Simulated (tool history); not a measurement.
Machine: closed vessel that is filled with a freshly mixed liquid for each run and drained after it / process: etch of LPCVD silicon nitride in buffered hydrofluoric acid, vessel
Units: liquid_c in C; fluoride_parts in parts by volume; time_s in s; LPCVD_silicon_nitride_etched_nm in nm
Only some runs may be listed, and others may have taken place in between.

run,hour,liquid_c,fluoride_parts,time_s,LPCVD_silicon_nitride_etched_nm
1,0,24,21,2935,19.001
2,7.2,24,18.5,2935,21.437
3,15.7,26,18.5,2935,23.797
4,19.8,26,18.5,3145,25.561
5,21.9,27,18.5,3145,26.851
6,27.9,24.5,18.5,3145,23.772

Predict the results of run 7:
7,29.6,25.5,18.5,3145,?

Run 7 gave LPCVD_silicon_nitride_etched_nm 24.84 nm.
